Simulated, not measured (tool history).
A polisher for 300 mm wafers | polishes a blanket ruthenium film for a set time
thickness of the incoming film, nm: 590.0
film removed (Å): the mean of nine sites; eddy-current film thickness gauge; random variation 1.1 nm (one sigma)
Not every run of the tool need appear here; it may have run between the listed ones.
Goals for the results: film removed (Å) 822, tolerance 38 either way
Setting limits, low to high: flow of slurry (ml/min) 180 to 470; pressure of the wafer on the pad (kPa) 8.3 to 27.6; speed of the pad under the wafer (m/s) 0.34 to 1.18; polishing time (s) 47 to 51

run	hour	flow of slurry (ml/min)	pressure of the wafer on the pad (kPa)	speed of the pad under the wafer (m/s)	polishing time (s)	film removed (Å)
1	0	300	17.9	0.76	51	662.16
2	8.4	300	13.8	0.76	51	508.26
3	9	270	13.8	0.76	51	510.97
4	17.9	270	15.9	0.76	51	572.76
5	18.6	215	15.9	0.76	51	555.13
6	20	215	14.5	0.76	51	511.55
7	22.5	220	16.5	0.76	51	572.27
8	25.4	230	17.9	0.76	51	633.65
9	32.1	235	19.3	0.76	51	678.93
10	39	240	20	0.76	51	704.44

Consider the 5 candidate settings below. Which is the only one whose results all fall within their allowed miss of target?
A	45.9	205	22.1	0.64	47	?
B	45.9	200	23.4	0.64	48	?
C	45.9	235	18.6	0.84	50	?
D	45.9	260	21.4	0.8	51	?
E	45.9	195	20	0.72	47	?

move	film removed (Å)
A	600.51
B	648.16
C	718.55
D	809.58
E	606.51
A: the biggest miss grows against the last run
B: the biggest miss grows against the last run
C: gains on the last run, yet a result remains outside its allowed miss
D: all results land within tolerance of their targets
E: the biggest miss grows against the last run
Correct choice: D, which meets every target
